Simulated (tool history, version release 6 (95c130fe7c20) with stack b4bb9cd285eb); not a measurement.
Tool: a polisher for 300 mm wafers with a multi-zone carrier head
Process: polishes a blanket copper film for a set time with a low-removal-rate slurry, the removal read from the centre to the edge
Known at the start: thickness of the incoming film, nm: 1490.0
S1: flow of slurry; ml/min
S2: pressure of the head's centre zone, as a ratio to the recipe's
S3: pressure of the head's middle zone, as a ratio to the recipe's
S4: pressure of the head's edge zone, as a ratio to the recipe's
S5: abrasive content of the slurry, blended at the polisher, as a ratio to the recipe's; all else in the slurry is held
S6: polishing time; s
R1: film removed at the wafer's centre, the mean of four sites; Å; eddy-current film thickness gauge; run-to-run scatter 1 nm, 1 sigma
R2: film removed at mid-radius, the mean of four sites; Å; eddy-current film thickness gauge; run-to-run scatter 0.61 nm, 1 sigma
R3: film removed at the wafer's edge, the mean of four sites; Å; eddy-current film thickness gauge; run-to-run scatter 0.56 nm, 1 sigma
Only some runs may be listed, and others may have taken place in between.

Run 1, hour 0: S1 145 ml/min, S2 1, S3 1, S4 1, S5 1, S6 40 s. Result: R1 1329.5 Å, R2 1333.3 Å, R3 1334 Å.
Run 2, hour 1.9: S1 145 ml/min, S2 1, S3 1, S4 1, S5 1, S6 45 s. Result: R1 1533.8 Å, R2 1507.4 Å, R3 1513.4 Å.
Run 3, hour 8.9: S1 145 ml/min, S2 1, S3 1, S4 1, S5 0.85, S6 45 s. Result: R1 1412.3 Å, R2 1433.8 Å, R3 1445.2 Å.
Run 4, hour 15.1: S1 145 ml/min, S2 0.97, S3 1, S4 1, S5 0.85, S6 45 s. Result: R1 1388.5 Å, R2 1429.5 Å, R3 1429.4 Å.
Run 5, hour 20.5: S1 145 ml/min, S2 0.97, S3 0.94, S4 1, S5 0.85, S6 45 s. Result: R1 1419.8 Å, R2 1360.7 Å, R3 1460.4 Å.
Run 6, hour 23.9: S1 140 ml/min, S2 1, S3 0.93, S4 0.96, S5 0.75, S6 40 s. Result: R1 1216 Å, R2 1166 Å, R3 1234.7 Å.
Run 7, hour 28.1: S1 140 ml/min, S2 1.04, S3 0.92, S4 0.93, S5 0.7, S6 36 s. Result: R1 1149.2 Å, R2 1013.9 Å, R3 1082.2 Å.

The next listed run, before its measurement:
Run 8, hour 29.4: S1 115 ml/min, S2 1.03, S3 0.95, S4 0.83, S5 0.5, S6 25 s. Result: R1 ?, R2 ?, R3 ?.

Run 8 gave R1 680.58 Å, R2 632.06 Å, R3 633.06 Å.
